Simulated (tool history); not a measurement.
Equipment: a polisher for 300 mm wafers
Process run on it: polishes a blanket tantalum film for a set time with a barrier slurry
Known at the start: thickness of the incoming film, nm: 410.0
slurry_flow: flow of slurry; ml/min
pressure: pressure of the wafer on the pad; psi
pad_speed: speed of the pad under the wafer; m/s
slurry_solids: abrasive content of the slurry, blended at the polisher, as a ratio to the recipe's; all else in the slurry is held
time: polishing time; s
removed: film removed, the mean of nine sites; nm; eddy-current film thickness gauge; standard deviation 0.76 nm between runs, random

{"run": 1, "hour": 0.0, "slurry_flow": 265, "pressure": 2.2, "pad_speed": 1.26, "slurry_solids": 1, "time": 48, "removed": 96.102}
{"run": 2, "hour": 2.2, "slurry_flow": 265, "pressure": 2.2, "pad_speed": 1.52, "slurry_solids": 1, "time": 48, "removed": 117.91}
{"run": 3, "hour": 3.5, "slurry_flow": 265, "pressure": 2.2, "pad_speed": 1.34, "slurry_solids": 1, "time": 48, "removed": 102.7}
{"run": 4, "hour": 11.8, "slurry_flow": 265, "pressure": 2.1, "pad_speed": 1.34, "slurry_solids": 1, "time": 48, "removed": 97.828}
{"run": 5, "hour": 14.2, "slurry_flow": 265, "pressure": 2, "pad_speed": 1.34, "slurry_solids": 1, "time": 48, "removed": 93.753}
{"run": 6, "hour": 18.3, "slurry_flow": 265, "pressure": 2, "pad_speed": 1.34, "slurry_solids": 1, "time": 44, "removed": 85.673}
{"run": 7, "hour": 26.5, "slurry_flow": 265, "pressure": 1.9, "pad_speed": 1.34, "slurry_solids": 1, "time": 44, "removed": 80.988}

Run 8 has not been measured yet. What should we expect?
{"run": 8, "hour": 31.3, "slurry_flow": 265, "pressure": 1.7, "pad_speed": 1.34, "slurry_solids": 1, "time": 44, "removed": "?"}

Logged for run 8: removed 74.591 nm.

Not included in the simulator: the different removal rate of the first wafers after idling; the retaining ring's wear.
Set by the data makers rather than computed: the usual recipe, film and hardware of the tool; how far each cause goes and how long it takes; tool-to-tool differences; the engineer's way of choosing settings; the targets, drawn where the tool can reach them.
